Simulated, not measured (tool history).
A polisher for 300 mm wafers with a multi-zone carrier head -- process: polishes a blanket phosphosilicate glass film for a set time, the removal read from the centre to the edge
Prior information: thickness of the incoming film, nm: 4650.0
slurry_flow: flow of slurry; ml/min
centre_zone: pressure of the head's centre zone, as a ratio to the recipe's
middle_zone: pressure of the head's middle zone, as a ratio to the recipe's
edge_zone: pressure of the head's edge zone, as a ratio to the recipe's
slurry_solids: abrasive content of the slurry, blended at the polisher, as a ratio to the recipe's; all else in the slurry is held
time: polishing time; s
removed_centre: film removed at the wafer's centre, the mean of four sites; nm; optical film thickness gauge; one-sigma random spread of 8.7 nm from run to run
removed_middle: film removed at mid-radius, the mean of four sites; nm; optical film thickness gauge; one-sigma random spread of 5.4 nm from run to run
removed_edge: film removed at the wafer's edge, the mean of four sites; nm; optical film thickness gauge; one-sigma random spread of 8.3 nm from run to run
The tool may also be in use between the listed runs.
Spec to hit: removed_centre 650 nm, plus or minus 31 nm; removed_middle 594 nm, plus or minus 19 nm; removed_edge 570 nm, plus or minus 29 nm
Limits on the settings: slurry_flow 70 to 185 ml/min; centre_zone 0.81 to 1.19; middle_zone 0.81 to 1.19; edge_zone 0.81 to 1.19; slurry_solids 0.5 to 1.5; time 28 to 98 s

run	hour	slurry_flow	centre_zone	middle_zone	edge_zone	slurry_solids	time	removed_centre	removed_middle	removed_edge
1	0	120	1	1	1	1	63	354.1	356.41	351.91
2	5.4	120	1	1	1	0.9	63	337.53	339.73	337.68
3	14.2	120	1	1	1	0.9	58	314.93	307.18	301.51
4	15.6	120	1	1	0.94	0.9	58	313.88	308.5	299.6
5	22.3	120	1	1	0.94	1.05	58	330.66	331.32	324.56
6	30	135	1.05	1.01	0.96	1.2	63	427.45	393.38	387.79
7	33.8	165	1.1	1.11	1.06	1.45	74	584.42	577.88	519.2
8	36.6	165	1.11	1.09	1.07	1.45	75	599.05	569.4	527.26
9	42	165	1.11	1.08	1.08	1.45	76	616.53	577.24	538.82
10	46.4	165	1.11	1.07	1.09	1.45	76	595.95	564.1	563.67
11	54.4	170	1.12	1.08	1.09	1.45	76	619.78	570.53	561.8

Which single option among these 5 for the next run brings every result within its allowed miss of target? Just one does.
A	62.4	160	1.15	1.01	1.05	1.3	83	?	?	?
B	62.4	185	1.19	1.07	1.17	1.45	74	?	?	?
C	62.4	170	0.99	1.12	1.13	1.45	78	?	?	?
D	62.4	175	1.07	1.14	0.93	1.5	77	?	?	?
E	62.4	185	1.06	1	0.92	1.5	82	?	?	?

move	removed_centre	removed_middle	removed_edge
A	643.56	568.01	552.08
B	637.97	569.11	552.51
C	550.06	615.67	565.66
D	598.15	628	515.89
E	636.91	603.65	551.4
A: misses by more than the last run did
B: misses by more than the last run did
C: carries the result that was furthest off beyond its target, to the other side
D: carries the result that was furthest off beyond its target, to the other side
E: each result inside its tolerance
The move that meets every target is E.
